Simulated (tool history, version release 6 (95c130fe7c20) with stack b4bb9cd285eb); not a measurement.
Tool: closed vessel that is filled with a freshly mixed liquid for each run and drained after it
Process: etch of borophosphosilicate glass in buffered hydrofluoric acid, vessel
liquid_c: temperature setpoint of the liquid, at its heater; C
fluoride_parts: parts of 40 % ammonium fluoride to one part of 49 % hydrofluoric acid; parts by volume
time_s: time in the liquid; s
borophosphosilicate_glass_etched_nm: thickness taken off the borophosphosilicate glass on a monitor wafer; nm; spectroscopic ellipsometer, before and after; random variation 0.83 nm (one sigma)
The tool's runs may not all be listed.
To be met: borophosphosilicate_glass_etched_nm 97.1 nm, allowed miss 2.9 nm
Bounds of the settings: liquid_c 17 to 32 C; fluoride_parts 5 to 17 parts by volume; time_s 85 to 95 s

run  hour  liquid_c  fluoride_parts  time_s  borophosphosilicate_glass_etched_nm
  1     0        24            10.5      85                               161.21
  2   1.7        27            10.5      85                               188.19
  3    11      25.5            10.5      85                               176.32
  4  12.3        24            10.5      85                               160.69
  5    21        24            10.5      95                               180.07
  6  25.2        24             7.5      95                               252.52
  7  28.4      21.5             9.5      95                               171.59
  8  34.4        20            10.5      95                               144.23
  9  40.6        19            11.5      95                               126.15
 10  47.9      18.5              12      95                               116.74
 11  55.6        18            12.5      95                               107.54

Which of these 5 next moves meets every target?
  A  63.3      17.5            10.5      90                                    ?
  B  63.3        17            12.5      90                                    ?
  C  63.3      17.5            12.5      95                                    ?
  D  63.3        20            13.5      95                                    ?
  E  63.3        17              12      95                                    ?

move  borophosphosilicate_glass_etched_nm
   A                               120.82
   B                               98.932
   C                               107.41
   D                               114.46
   E                               108.72
A: further off than the last run
B: meets every target
C: as far off as the last run
D: further off than the last run
E: further off than the last run
The right move is B.

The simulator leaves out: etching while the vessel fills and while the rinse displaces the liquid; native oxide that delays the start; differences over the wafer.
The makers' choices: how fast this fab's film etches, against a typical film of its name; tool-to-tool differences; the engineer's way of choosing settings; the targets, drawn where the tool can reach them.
